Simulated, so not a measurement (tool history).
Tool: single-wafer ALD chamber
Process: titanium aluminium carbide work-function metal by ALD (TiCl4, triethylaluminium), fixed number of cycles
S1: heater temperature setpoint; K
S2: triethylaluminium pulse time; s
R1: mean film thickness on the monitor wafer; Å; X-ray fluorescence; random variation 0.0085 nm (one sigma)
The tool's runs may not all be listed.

Run 1, hour 0.0: S1 568.15 K, S2 7.24 s. Result: R1 18.998 Å.
Run 2, hour 2.2: S1 568.15 K, S2 8.91 s. Result: R1 19.331 Å.
Run 3, hour 8.2: S1 568.15 K, S2 10.61 s. Result: R1 19.931 Å.
Run 4, hour 9.1: S1 568.15 K, S2 11.87 s. Result: R1 19.979 Å.
Run 5, hour 17.5: S1 568.15 K, S2 10.74 s. Result: R1 19.732 Å.
Run 6, hour 24.4: S1 558.15 K, S2 10.74 s. Result: R1 18.810 Å.
Run 7, hour 25.6: S1 554.15 K, S2 10.06 s. Result: R1 18.386 Å.
Run 8, hour 31.2: S1 551.15 K, S2 9.33 s. Result: R1 17.742 Å.

Run 9 comes next. What will it give?
Run 9, hour 37.2: S1 549.15 K, S2 9.14 s. Result: R1 ?.

Run 9 gave R1 17.740 Å.
